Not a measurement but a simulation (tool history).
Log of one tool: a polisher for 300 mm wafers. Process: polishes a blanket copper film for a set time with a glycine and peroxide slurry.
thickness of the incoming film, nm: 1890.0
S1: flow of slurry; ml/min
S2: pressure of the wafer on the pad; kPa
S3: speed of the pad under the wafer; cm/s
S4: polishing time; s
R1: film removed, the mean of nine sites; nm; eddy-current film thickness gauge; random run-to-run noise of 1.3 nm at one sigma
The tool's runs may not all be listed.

{"run": 1, "hour": 0.0, "S1": 270, "S2": 16.5, "S3": 120, "S4": 62, "R1": 318.65}
{"run": 2, "hour": 6.9, "S1": 270, "S2": 16.5, "S3": 120, "S4": 62, "R1": 314.88}
{"run": 3, "hour": 8.5, "S1": 335, "S2": 16.5, "S3": 120, "S4": 62, "R1": 321.14}
{"run": 4, "hour": 12.0, "S1": 335, "S2": 14.5, "S3": 114, "S4": 62, "R1": 275.99}
{"run": 5, "hour": 20.9, "S1": 400, "S2": 14.5, "S3": 114, "S4": 62, "R1": 282.4}
{"run": 6, "hour": 26.5, "S1": 400, "S2": 13.1, "S3": 110, "S4": 62, "R1": 253.95}
{"run": 7, "hour": 33.2, "S1": 400, "S2": 11.7, "S3": 108, "S4": 62, "R1": 230.03}
{"run": 8, "hour": 37.5, "S1": 395, "S2": 11, "S3": 106, "S4": 62, "R1": 218.42}
{"run": 9, "hour": 42.9, "S1": 390, "S2": 10.3, "S3": 104, "S4": 62, "R1": 204.29}
{"run": 10, "hour": 43.9, "S1": 380, "S2": 9.7, "S3": 104, "S4": 62, "R1": 190.46}
{"run": 11, "hour": 50.6, "S1": 380, "S2": 9.7, "S3": 104, "S4": 62, "R1": 193.82}
{"run": 12, "hour": 58.6, "S1": 355, "S2": 7.6, "S3": 102, "S4": 62, "R1": 160.84}

Run 13, settings as shown, results not yet in. Your forecast:
{"run": 13, "hour": 67.2, "S1": 365, "S2": 7.6, "S3": 102, "S4": 62, "R1": "?"}

R1: 162.73 nm
